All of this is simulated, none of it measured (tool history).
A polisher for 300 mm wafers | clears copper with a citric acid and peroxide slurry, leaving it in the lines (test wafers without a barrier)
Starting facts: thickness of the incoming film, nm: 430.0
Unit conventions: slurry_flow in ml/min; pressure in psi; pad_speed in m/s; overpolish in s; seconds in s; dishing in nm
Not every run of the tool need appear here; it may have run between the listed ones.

| run | day | slurry_flow | pressure | pad_speed | slurry_solids | overpolish | seconds | dishing |
|---|---|---|---|---|---|---|---|---|
| 1 | 0 | 290 | 3.9 | 0.96 | 1 | 14 | 177.24 | 16.542 |
| 2 | 0.183 | 290 | 3.9 | 0.96 | 1 | 19 | 178.05 | 19.032 |
| 3 | 0.321 | 290 | 3.9 | 0.96 | 0.8 | 19 | 185.87 | 18.518 |
| 4 | 0.533 | 290 | 3.9 | 0.84 | 0.8 | 19 | 204.27 | 18.059 |
| 5 | 0.771 | 290 | 4.2 | 0.86 | 0.8 | 19 | 189.43 | 19.126 |
| 6 | 0.992 | 290 | 4.2 | 0.68 | 0.8 | 19 | 229.87 | 16.948 |
| 7 | 1.304 | 290 | 4.4 | 0.72 | 0.8 | 18 | 202.32 | 17.147 |
| 8 | 1.462 | 290 | 4.6 | 0.74 | 0.8 | 18 | 195.06 | 17.776 |
| 9 | 1.646 | 290 | 4.8 | 0.78 | 0.8 | 18 | 181.37 | 18.199 |

Run 10, settings as shown, results not yet in. Your forecast:
| 10 | 2 | 290 | 5 | 0.82 | 0.8 | 18 | ? | ? |

seconds: 165.84 s
dishing: 19.411 nm
